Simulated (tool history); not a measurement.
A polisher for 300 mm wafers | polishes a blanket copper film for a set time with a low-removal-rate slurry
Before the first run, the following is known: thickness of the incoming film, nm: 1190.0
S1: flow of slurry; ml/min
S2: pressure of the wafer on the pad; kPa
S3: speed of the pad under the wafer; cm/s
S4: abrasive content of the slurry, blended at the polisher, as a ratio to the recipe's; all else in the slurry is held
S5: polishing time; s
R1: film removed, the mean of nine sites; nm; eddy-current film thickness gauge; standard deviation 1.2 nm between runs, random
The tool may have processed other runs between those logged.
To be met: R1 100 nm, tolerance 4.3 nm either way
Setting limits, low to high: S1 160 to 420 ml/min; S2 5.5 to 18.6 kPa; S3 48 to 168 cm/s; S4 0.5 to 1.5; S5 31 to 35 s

run 1 hour=0 | S1=270 S2=11.7 S3=108 S4=1 S5=35 | R1=50.912
run 2 hour=3.1 | S1=270 S2=11.7 S3=108 S4=1.2 S5=35 | R1=52.773
run 3 hour=11.1 | S1=270 S2=13.8 S3=110 S4=1.2 S5=35 | R1=62.131
run 4 hour=14.3 | S1=270 S2=15.2 S3=114 S4=1.2 S5=35 | R1=71.359
run 5 hour=21.9 | S1=270 S2=16.5 S3=118 S4=1.2 S5=35 | R1=76.899
run 6 hour=28.3 | S1=300 S2=16.5 S3=118 S4=1.2 S5=35 | R1=78.53
run 7 hour=34.6 | S1=300 S2=17.2 S3=122 S4=1.2 S5=35 | R1=86.157
run 8 hour=42.2 | S1=300 S2=17.9 S3=124 S4=1.2 S5=35 | R1=89.821
run 9 hour=43.3 | S1=300 S2=17.9 S3=126 S4=1.2 S5=35 | R1=93.697

4 candidate next runs follow, results not yet known. Just one meets every target within its allowed miss. Identify it.
run A hour=44.4 | S1=310 S2=18.6 S3=126 S4=1 S5=35 | R1=?
run B hour=44.4 | S1=355 S2=17.2 S3=162 S4=1.2 S5=31 | R1=?
run C hour=44.4 | S1=285 S2=17.9 S3=122 S4=1.2 S5=35 | R1=?
run D hour=44.4 | S1=205 S2=18.6 S3=126 S4=1.2 S5=33 | R1=?

move=A R1=90.363
move=B R1=100.52
move=C R1=87.465
move=D R1=84.656
A: further off than the last run
B: every result within its allowed miss
C: further off than the last run
D: further off than the last run
So the answer is move B, the one that meets all the targets.
